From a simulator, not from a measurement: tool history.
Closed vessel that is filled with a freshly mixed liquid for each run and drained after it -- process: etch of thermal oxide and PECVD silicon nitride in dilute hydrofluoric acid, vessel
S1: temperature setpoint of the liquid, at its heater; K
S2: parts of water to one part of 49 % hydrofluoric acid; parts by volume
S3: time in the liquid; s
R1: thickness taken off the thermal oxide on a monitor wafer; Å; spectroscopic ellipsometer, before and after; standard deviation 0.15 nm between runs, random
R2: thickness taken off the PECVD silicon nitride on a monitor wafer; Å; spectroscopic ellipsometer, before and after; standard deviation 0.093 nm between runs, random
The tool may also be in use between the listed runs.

{"run": 1, "hour": 0.0, "S1": 294.15, "S2": 100, "S3": 460, "R1": 202.63, "R2": 153.57}
{"run": 2, "hour": 4.7, "S1": 295.15, "S2": 85, "S3": 450, "R1": 246.94, "R2": 188.48}
{"run": 3, "hour": 7.7, "S1": 295.15, "S2": 70, "S3": 450, "R1": 308.41, "R2": 228.48}
{"run": 4, "hour": 11.1, "S1": 295.65, "S2": 65, "S3": 445, "R1": 337.35, "R2": 251.32}
{"run": 5, "hour": 19.4, "S1": 295.65, "S2": 35, "S3": 445, "R1": 645.08, "R2": 458.69}
{"run": 6, "hour": 28.0, "S1": 295.65, "S2": 20, "S3": 445, "R1": 1149.1, "R2": 778.15}
{"run": 7, "hour": 36.2, "S1": 295.65, "S2": 35, "S3": 445, "R1": 640.02, "R2": 458.16}
{"run": 8, "hour": 44.7, "S1": 295.65, "S2": 35, "S3": 445, "R1": 649.52, "R2": 459.91}
{"run": 9, "hour": 47.7, "S1": 294.65, "S2": 75, "S3": 470, "R1": 290, "R2": 215.04}
{"run": 10, "hour": 52.6, "S1": 295.15, "S2": 70, "S3": 460, "R1": 314.1, "R2": 231.77}
{"run": 11, "hour": 61.5, "S1": 295.65, "S2": 65, "S3": 460, "R1": 346.93, "R2": 258.59}
{"run": 12, "hour": 67.8, "S1": 295.65, "S2": 65, "S3": 465, "R1": 350.94, "R2": 261.84}

For run 13, what comes out?
{"run": 13, "hour": 73.4, "S1": 295.65, "S2": 65, "S3": 470, "R1": "?", "R2": "?"}

R1: 354.89 Å
R2: 264.41 Å

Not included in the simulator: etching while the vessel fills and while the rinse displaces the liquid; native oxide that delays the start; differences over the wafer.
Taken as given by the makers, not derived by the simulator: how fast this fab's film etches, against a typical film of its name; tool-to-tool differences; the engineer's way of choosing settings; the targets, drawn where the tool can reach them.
